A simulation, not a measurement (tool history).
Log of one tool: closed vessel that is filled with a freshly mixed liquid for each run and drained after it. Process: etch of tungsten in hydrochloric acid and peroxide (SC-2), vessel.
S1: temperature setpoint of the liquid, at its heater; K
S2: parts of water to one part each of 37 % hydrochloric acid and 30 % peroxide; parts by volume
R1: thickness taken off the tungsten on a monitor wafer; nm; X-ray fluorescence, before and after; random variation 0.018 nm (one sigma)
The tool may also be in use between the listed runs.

{"run": 1, "day": 0.0, "S1": 323.15, "S2": 7.5, "time in the liquid (s)": 30, "R1": 4.3046}
{"run": 2, "day": 0.108, "S1": 323.15, "S2": 7.5, "time in the liquid (s)": 30, "R1": 4.2242}
{"run": 3, "day": 0.279, "S1": 323.15, "S2": 7.5, "time in the liquid (s)": 30, "R1": 4.2387}
{"run": 4, "day": 0.567, "S1": 320.15, "S2": 7.5, "time in the liquid (s)": 30, "R1": 3.5055}
{"run": 5, "day": 0.879, "S1": 320.15, "S2": 7.5, "time in the liquid (s)": 30, "R1": 3.4663}
{"run": 6, "day": 0.992, "S1": 318.15, "S2": 7.5, "time in the liquid (s)": 30, "R1": 3.0479}

The next listed run, before its measurement:
{"run": 7, "day": 1.371, "S1": 316.65, "S2": 7.5, "time in the liquid (s)": 30, "R1": "?"}

R1: 2.7529 nm

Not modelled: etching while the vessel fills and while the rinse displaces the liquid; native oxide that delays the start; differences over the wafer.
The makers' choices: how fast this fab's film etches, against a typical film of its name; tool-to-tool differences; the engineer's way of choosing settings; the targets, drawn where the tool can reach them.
